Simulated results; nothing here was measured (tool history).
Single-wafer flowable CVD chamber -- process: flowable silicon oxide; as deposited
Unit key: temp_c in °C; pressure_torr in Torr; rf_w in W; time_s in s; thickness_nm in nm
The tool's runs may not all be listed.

{"run": 1, "hour": 0.0, "temp_c": 95, "pressure_torr": 0.733, "rf_w": 2670, "time_s": 740, "thickness_nm": 515.06}
{"run": 2, "hour": 7.4, "temp_c": 95, "pressure_torr": 0.676, "rf_w": 2670, "time_s": 740, "thickness_nm": 477.76}
{"run": 3, "hour": 16.5, "temp_c": 95, "pressure_torr": 0.676, "rf_w": 2385, "time_s": 740, "thickness_nm": 466.63}
{"run": 4, "hour": 24.5, "temp_c": 97, "pressure_torr": 0.676, "rf_w": 2385, "time_s": 740, "thickness_nm": 438.22}
{"run": 5, "hour": 25.9, "temp_c": 98, "pressure_torr": 0.676, "rf_w": 2385, "time_s": 740, "thickness_nm": 419.48}
{"run": 6, "hour": 34.5, "temp_c": 99, "pressure_torr": 0.676, "rf_w": 2385, "time_s": 740, "thickness_nm": 407.74}
{"run": 7, "hour": 42.7, "temp_c": 100, "pressure_torr": 0.676, "rf_w": 2385, "time_s": 740, "thickness_nm": 395.01}
{"run": 8, "hour": 49.8, "temp_c": 101, "pressure_torr": 0.676, "rf_w": 2385, "time_s": 740, "thickness_nm": 379.97}

Predict the results of run 9:
{"run": 9, "hour": 54.9, "temp_c": 102, "pressure_torr": 0.676, "rf_w": 2385, "time_s": 740, "thickness_nm": "?"}

thickness_nm: 369.35 nm

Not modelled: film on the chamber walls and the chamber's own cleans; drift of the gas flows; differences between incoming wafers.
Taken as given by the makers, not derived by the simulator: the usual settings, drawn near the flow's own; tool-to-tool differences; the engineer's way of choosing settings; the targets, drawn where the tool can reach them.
